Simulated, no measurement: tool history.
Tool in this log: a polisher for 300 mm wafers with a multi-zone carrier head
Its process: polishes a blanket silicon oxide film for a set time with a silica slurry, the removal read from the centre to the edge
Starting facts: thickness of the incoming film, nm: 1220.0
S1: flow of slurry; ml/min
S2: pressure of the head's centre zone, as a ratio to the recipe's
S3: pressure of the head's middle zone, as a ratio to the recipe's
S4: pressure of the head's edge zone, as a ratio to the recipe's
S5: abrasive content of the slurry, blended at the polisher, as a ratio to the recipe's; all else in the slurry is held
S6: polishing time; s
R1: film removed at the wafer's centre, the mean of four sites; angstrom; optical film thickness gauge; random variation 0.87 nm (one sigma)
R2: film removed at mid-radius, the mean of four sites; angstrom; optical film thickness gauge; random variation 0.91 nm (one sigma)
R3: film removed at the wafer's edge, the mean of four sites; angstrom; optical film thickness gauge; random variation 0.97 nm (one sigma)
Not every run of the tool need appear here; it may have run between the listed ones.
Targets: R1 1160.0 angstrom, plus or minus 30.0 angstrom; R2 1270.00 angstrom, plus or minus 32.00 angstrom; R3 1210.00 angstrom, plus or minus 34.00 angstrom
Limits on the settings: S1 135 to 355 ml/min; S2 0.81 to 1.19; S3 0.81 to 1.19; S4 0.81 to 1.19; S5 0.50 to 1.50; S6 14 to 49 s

Run 1, day 0.000: S1 225 ml/min, S2 1.00, S3 1.00, S4 1.00, S5 1.00, S6 31 s. Result: R1 990.5 angstrom, R2 949.80 angstrom, R3 936.75 angstrom.
Run 2, day 0.371: S1 265 ml/min, S2 1.00, S3 1.00, S4 1.00, S5 1.00, S6 31 s. Result: R1 1030.3 angstrom, R2 967.83 angstrom, R3 940.74 angstrom.
Run 3, day 0.717: S1 260 ml/min, S2 1.00, S3 1.02, S4 1.03, S5 1.05, S6 31 s. Result: R1 1045.3 angstrom, R2 995.04 angstrom, R3 994.58 angstrom.
Run 4, day 1.021: S1 260 ml/min, S2 1.00, S3 1.02, S4 1.03, S5 1.05, S6 35 s. Result: R1 1178.3 angstrom, R2 1131.10 angstrom, R3 1121.80 angstrom.
Run 5, day 1.108: S1 310 ml/min, S2 1.00, S3 1.02, S4 1.03, S5 1.05, S6 35 s. Result: R1 1195.5 angstrom, R2 1136.10 angstrom, R3 1133.10 angstrom.
Run 6, day 1.371: S1 310 ml/min, S2 0.99, S3 1.04, S4 1.04, S5 1.05, S6 35 s. Result: R1 1206.5 angstrom, R2 1159.90 angstrom, R3 1113.80 angstrom.
Run 7, day 1.508: S1 300 ml/min, S2 0.98, S3 1.05, S4 1.06, S5 1.05, S6 35 s. Result: R1 1173.2 angstrom, R2 1169.40 angstrom, R3 1136.20 angstrom.
At day 1.767: centre zone pressure recalibrated.
Run 8, day 1.767: S1 335 ml/min, S2 0.94, S3 1.12, S4 1.12, S5 1.10, S6 35 s. Result: R1 1116.2 angstrom, R2 1230.20 angstrom, R3 1190.80 angstrom.

Next run, 4 choices. One meets every target within its allowed miss, the rest don't. Which?
Run A, day 2.025: S1 340 ml/min, S2 0.95, S3 1.15, S4 1.16, S5 0.90, S6 38 s. Result: R1 ?, R2 ?, R3 ?.
Run B, day 2.025: S1 325 ml/min, S2 0.94, S3 1.06, S4 1.02, S5 1.25, S6 35 s. Result: R1 ?, R2 ?, R3 ?.
Run C, day 2.025: S1 345 ml/min, S2 0.91, S3 1.11, S4 1.06, S5 1.15, S6 35 s. Result: R1 ?, R2 ?, R3 ?.
Run D, day 2.025: S1 355 ml/min, S2 1.01, S3 1.02, S4 1.18, S5 0.95, S6 37 s. Result: R1 ?, R2 ?, R3 ?.

move      R1       R2       R3
   A  1089.8  1224.20  1196.10
   B  1176.0  1281.10  1231.10
   C  1100.5  1267.80  1208.80
   D  1169.5  1160.90  1217.40
A: its largest miss is bigger than the last run's
B: all results land within tolerance of their targets
C: its largest miss is bigger than the last run's
D: puts the biggest miss on target and leaves a different result outside tolerance
The move that meets every target is B.
